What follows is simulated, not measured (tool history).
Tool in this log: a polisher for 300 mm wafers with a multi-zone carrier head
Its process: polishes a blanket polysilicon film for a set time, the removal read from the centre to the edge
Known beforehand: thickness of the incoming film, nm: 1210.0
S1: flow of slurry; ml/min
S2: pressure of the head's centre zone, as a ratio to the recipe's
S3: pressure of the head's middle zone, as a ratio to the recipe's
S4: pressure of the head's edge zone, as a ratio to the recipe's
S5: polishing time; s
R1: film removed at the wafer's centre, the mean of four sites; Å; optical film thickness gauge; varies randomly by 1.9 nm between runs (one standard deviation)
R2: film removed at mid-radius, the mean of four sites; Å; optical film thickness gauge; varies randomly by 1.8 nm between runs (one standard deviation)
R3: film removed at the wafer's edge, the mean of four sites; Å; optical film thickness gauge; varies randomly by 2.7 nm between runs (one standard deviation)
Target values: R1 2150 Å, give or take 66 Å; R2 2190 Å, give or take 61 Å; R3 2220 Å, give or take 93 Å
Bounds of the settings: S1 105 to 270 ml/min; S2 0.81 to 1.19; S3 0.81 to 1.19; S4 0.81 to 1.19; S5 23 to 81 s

{"run": 1, "hour": 0.0, "S1": 175, "S2": 1, "S3": 1, "S4": 1, "S5": 52, "R1": 3425.5, "R2": 3452.3, "R3": 3532.2}
{"run": 2, "hour": 1.7, "S1": 155, "S2": 1, "S3": 1, "S4": 1, "S5": 52, "R1": 3354.3, "R2": 3383.8, "R3": 3440.3}
{"run": 3, "hour": 6.5, "S1": 175, "S2": 1, "S3": 1, "S4": 1, "S5": 52, "R1": 3443.6, "R2": 3430.3, "R3": 3468.5}
{"run": 4, "hour": 13.2, "S1": 175, "S2": 0.99, "S3": 0.99, "S4": 0.98, "S5": 49, "R1": 3216.7, "R2": 3199.4, "R3": 3332.3}
{"run": 5, "hour": 22.2, "S1": 165, "S2": 0.99, "S3": 1, "S4": 0.97, "S5": 46, "R1": 2993.5, "R2": 3019.5, "R3": 3011.2}
{"run": 6, "hour": 25.2, "S1": 160, "S2": 0.98, "S3": 0.99, "S4": 0.95, "S5": 44, "R1": 2823, "R2": 2866.6, "R3": 2840.4}
{"run": 7, "hour": 33.2, "S1": 155, "S2": 0.97, "S3": 0.97, "S4": 0.93, "S5": 43, "R1": 2719.8, "R2": 2755.2, "R3": 2680.2}
{"run": 8, "hour": 40.2, "S1": 150, "S2": 0.95, "S3": 0.95, "S4": 0.93, "S5": 42, "R1": 2543.5, "R2": 2605.5, "R3": 2667}
{"run": 9, "hour": 41.6, "S1": 150, "S2": 0.94, "S3": 0.93, "S4": 0.83, "S5": 33, "R1": 2009.5, "R2": 2030.2, "R3": 1985.7}
{"run": 10, "hour": 42.5, "S1": 160, "S2": 0.94, "S3": 0.93, "S4": 0.84, "S5": 33, "R1": 2040.7, "R2": 2042.3, "R3": 2071.7}
{"run": 11, "hour": 49.0, "S1": 205, "S2": 0.94, "S3": 0.98, "S4": 0.85, "S5": 33, "R1": 2123.2, "R2": 2195.4, "R3": 2062}
{"run": 12, "hour": 52.4, "S1": 190, "S2": 0.94, "S3": 0.95, "S4": 0.95, "S5": 35, "R1": 2241.1, "R2": 2250.9, "R3": 2313}
{"run": 13, "hour": 56.7, "S1": 190, "S2": 0.94, "S3": 0.95, "S4": 0.94, "S5": 35, "R1": 2236.4, "R2": 2249.3, "R3": 2301.3}

Of the 4 settings listed for the next run, only one would bring every result within its allowed miss of target. Which one?
{"run": "A", "hour": 61.0, "S1": 270, "S2": 1.03, "S3": 1.01, "S4": 1.03, "S5": 33, "R1": "?", "R2": "?", "R3": "?"}
{"run": "B", "hour": 61.0, "S1": 180, "S2": 0.89, "S3": 0.88, "S4": 1.02, "S5": 36, "R1": "?", "R2": "?", "R3": "?"}
{"run": "C", "hour": 61.0, "S1": 240, "S2": 0.91, "S3": 0.87, "S4": 1, "S5": 35, "R1": "?", "R2": "?", "R3": "?"}
{"run": "D", "hour": 61.0, "S1": 195, "S2": 0.93, "S3": 0.95, "S4": 0.92, "S5": 34, "R1": "?", "R2": "?", "R3": "?"}

move=A R1=2432 R2=2333.8 R3=2305
move=B R1=2170.1 R2=2169.2 R3=2419.3
move=C R1=2243.2 R2=2163.8 R3=2391.6
move=D R1=2168.5 R2=2203.8 R3=2190.3
A: the biggest miss grows against the last run
B: meets the target for the result that was furthest off, but another lies outside its allowed miss
C: the biggest miss grows against the last run
D: every result lands within tolerance
D meets every target.
